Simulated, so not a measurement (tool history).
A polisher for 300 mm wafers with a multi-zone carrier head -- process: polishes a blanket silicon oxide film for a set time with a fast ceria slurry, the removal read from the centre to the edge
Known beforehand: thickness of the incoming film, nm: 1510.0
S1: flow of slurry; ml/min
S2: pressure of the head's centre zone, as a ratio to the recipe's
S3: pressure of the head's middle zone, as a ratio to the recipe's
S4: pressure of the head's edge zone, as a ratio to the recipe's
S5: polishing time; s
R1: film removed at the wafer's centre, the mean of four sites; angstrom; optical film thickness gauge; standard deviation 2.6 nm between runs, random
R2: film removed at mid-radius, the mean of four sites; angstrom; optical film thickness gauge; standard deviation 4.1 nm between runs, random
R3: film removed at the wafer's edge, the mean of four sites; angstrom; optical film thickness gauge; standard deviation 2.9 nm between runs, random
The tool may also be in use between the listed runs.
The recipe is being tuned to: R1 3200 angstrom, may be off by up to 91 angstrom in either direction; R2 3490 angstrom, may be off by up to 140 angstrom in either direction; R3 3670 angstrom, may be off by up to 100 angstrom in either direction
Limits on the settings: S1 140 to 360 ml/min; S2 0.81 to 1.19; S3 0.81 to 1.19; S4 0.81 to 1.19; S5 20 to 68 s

| run | day | S1 | S2 | S3 | S4 | S5 | R1 | R2 | R3 |
|---|---|---|---|---|---|---|---|---|---|
| 1 | 0 | 230 | 1 | 1 | 1 | 44 | 5106.4 | 5258.6 | 5185.3 |
| 2 | 0.25 | 225 | 0.98 | 0.98 | 0.98 | 42 | 4861.5 | 4859.8 | 4964.8 |
| 3 | 0.3 | 225 | 0.98 | 0.98 | 1.03 | 42 | 4862 | 4991.8 | 5041.1 |
| 4 | 0.562 | 225 | 0.98 | 0.98 | 1.03 | 51 | 5746 | 5941.6 | 6202.5 |
| 5 | 0.746 | 220 | 0.96 | 0.97 | 1.02 | 48 | 5352.5 | 5616 | 5733 |
| 6 | 0.988 | 220 | 1.03 | 0.97 | 1.02 | 48 | 5826.6 | 5565.7 | 5646.5 |
| 7 | 1.158 | 215 | 1 | 0.96 | 1 | 45 | 5272.4 | 5230 | 5283.4 |
| 8 | 1.388 | 215 | 0.98 | 0.95 | 0.99 | 43 | 4880 | 5023.7 | 4988.7 |
| 9 | 1.675 | 215 | 0.98 | 0.95 | 0.99 | 43 | 4951.9 | 4927 | 5080.7 |
| 10 | 1.958 | 210 | 0.96 | 0.95 | 0.98 | 41 | 4539.4 | 4663.5 | 4770.5 |
| 11 | 2.333 | 205 | 0.95 | 0.94 | 0.96 | 40 | 4379.1 | 4466 | 4661 |

Which of these 5 next moves meets every target?
| A | 2.708 | 210 | 0.86 | 0.91 | 1.07 | 32 | ? | ? | ? |
| B | 2.708 | 190 | 0.88 | 0.97 | 0.89 | 31 | ? | ? | ? |
| C | 2.708 | 200 | 0.87 | 0.92 | 0.97 | 32 | ? | ? | ? |
| D | 2.708 | 355 | 1.18 | 0.86 | 0.86 | 33 | ? | ? | ? |
| E | 2.708 | 145 | 0.95 | 0.83 | 0.94 | 33 | ? | ? | ? |

| move | R1 | R2 | R3 |
|---|---|---|---|
| A | 3182.9 | 3532 | 3875.2 |
| B | 3122.8 | 3574.5 | 3410.5 |
| C | 3203.6 | 3547.7 | 3680.7 |
| D | 4741.5 | 3629.4 | 3729.2 |
| E | 3476 | 3249.2 | 3653.9 |
A: puts the biggest miss on target and leaves a different result outside tolerance
B: puts the biggest miss on target and leaves a different result outside tolerance
C: hits every target within its allowed miss
D: moves away from the targets compared with the last run
E: moves toward the targets from the last run without getting all of them in spec
Answer: C

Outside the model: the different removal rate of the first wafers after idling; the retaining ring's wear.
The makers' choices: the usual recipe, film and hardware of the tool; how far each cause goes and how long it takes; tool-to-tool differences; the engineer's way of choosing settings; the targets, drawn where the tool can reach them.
